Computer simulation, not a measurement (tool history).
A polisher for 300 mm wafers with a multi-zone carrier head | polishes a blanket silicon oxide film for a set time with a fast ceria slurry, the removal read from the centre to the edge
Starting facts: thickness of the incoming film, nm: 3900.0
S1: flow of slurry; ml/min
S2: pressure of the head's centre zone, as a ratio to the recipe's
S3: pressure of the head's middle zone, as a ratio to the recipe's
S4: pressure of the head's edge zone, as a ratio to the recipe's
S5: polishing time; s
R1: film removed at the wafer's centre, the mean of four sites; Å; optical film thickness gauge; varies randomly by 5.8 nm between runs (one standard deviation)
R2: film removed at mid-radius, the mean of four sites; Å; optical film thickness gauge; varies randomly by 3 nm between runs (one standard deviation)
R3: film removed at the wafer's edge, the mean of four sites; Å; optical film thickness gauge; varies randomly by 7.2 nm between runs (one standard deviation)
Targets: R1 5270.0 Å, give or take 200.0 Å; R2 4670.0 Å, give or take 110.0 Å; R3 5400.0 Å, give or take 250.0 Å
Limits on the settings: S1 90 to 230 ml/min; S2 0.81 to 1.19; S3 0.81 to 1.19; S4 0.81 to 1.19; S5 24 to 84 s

Run 1, day 0.000: S1 150 ml/min, S2 1.00, S3 1.00, S4 1.00, S5 54 s. Result: R1 7607.9 Å, R2 7617.4 Å, R3 7227.5 Å.
Run 2, day 0.038: S1 140 ml/min, S2 0.99, S3 0.95, S4 1.00, S5 50 s. Result: R1 7047.2 Å, R2 6721.0 Å, R3 6889.0 Å.
Run 3, day 0.375: S1 165 ml/min, S2 0.99, S3 0.95, S4 1.00, S5 50 s. Result: R1 7023.3 Å, R2 6918.6 Å, R3 6925.1 Å.
Run 4, day 0.700: S1 165 ml/min, S2 0.99, S3 1.00, S4 1.00, S5 50 s. Result: R1 7069.1 Å, R2 7163.7 Å, R3 7052.9 Å.
Run 5, day 0.850: S1 165 ml/min, S2 0.99, S3 1.00, S4 1.04, S5 50 s. Result: R1 7154.6 Å, R2 7331.8 Å, R3 7095.7 Å.
Run 6, day 0.917: S1 165 ml/min, S2 0.99, S3 1.00, S4 1.04, S5 39 s. Result: R1 5562.9 Å, R2 5634.4 Å, R3 5682.3 Å.
Run 7, day 1.154: S1 155 ml/min, S2 0.99, S3 0.96, S4 1.04, S5 39 s. Result: R1 5461.7 Å, R2 5425.6 Å, R3 5393.1 Å.
Run 8, day 1.433: S1 150 ml/min, S2 0.97, S3 0.92, S4 0.98, S5 40 s. Result: R1 5423.8 Å, R2 5420.2 Å, R3 5501.6 Å.
At day 1.725: edge zone pressure recalibrated.
Run 9, day 1.725: S1 140 ml/min, S2 0.97, S3 0.89, S4 1.01, S5 40 s. Result: R1 5400.0 Å, R2 5127.8 Å, R3 5547.3 Å.
Run 10, day 2.008: S1 130 ml/min, S2 0.97, S3 0.88, S4 1.01, S5 40 s. Result: R1 5237.4 Å, R2 5011.6 Å, R3 5536.1 Å.

Exactly one of the 5 candidate moves below puts every result within its allowed miss. Which one?
Run A, day 2.292: S1 115 ml/min, S2 0.94, S3 0.97, S4 1.05, S5 41 s. Result: R1 ?, R2 ?, R3 ?.
Run B, day 2.292: S1 150 ml/min, S2 0.93, S3 0.94, S4 0.97, S5 36 s. Result: R1 ?, R2 ?, R3 ?.
Run C, day 2.292: S1 130 ml/min, S2 0.89, S3 0.82, S4 1.01, S5 39 s. Result: R1 ?, R2 ?, R3 ?.
Run D, day 2.292: S1 120 ml/min, S2 1.00, S3 0.81, S4 0.99, S5 40 s. Result: R1 ?, R2 ?, R3 ?.
Run E, day 2.292: S1 90 ml/min, S2 1.06, S3 0.81, S4 1.17, S5 44 s. Result: R1 ?, R2 ?, R3 ?.

move      R1      R2      R3
   A  5046.1  5393.5  5760.9
   B  4709.7  4936.1  5090.6
   C  4716.6  4733.5  5504.8
   D  5287.9  4719.1  5514.9
   E  5555.6  4750.2  6211.0
A: its largest miss is bigger than the last run's
B: nearer than the last run, and not there yet
C: gets the furthest-off result to its target, but another result is out of tolerance
D: meets every target
E: gets the furthest-off result to its target, but another result is out of tolerance
So the answer is move D, the one that meets all the targets.
